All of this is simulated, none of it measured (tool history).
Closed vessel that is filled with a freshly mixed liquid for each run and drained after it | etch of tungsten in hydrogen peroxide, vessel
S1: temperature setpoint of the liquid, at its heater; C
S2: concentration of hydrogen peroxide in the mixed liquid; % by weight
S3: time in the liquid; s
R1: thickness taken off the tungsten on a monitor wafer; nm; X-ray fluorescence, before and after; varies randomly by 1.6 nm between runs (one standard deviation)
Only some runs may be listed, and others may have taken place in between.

| run | hour | S1 | S2 | S3 | R1 |
|---|---|---|---|---|---|
| 1 | 0 | 42 | 21 | 95 | 80.001 |
| 2 | 7 | 42 | 25.5 | 95 | 86.842 |
| 3 | 10.8 | 42 | 29 | 95 | 94.141 |
| 4 | 18 | 35.5 | 29 | 95 | 61.529 |
| 5 | 21.1 | 35.5 | 30 | 95 | 62.357 |
| 6 | 22.9 | 35.5 | 26.5 | 95 | 57.614 |
| 7 | 28.4 | 43.5 | 27 | 95 | 100.31 |
| 8 | 31 | 44.5 | 27 | 95 | 105.53 |

What does the tool deliver on the next run?
| 9 | 33.3 | 45.5 | 27 | 95 | ? |

R1: 112.79 nm
